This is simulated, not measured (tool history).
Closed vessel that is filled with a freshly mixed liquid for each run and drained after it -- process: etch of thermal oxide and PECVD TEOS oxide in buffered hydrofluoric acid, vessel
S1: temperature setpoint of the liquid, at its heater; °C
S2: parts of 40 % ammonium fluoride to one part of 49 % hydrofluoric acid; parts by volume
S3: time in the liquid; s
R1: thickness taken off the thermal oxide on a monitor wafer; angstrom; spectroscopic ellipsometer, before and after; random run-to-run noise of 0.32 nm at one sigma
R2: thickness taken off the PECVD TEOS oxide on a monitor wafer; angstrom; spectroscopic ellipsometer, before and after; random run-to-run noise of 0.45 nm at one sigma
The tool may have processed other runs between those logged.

run	hour	S1	S2	S3	R1	R2
1	0.0	22.0	13	60	450.74	928.42
2	1.9	21.5	13	60	439.73	902.80
3	2.9	21.0	13	60	426.39	877.10
4	3.6	20.5	13	60	413.00	857.61
5	11.9	20.0	13	60	408.72	839.53
6	13.5	20.0	13	70	474.70	978.29
7	20.4	19.5	13	70	457.75	948.94

Predict the results of run 8:
8	21.8	19.0	13	70	?	?

{"run 8": {"R1": 437.32, "R2": 912.9}}
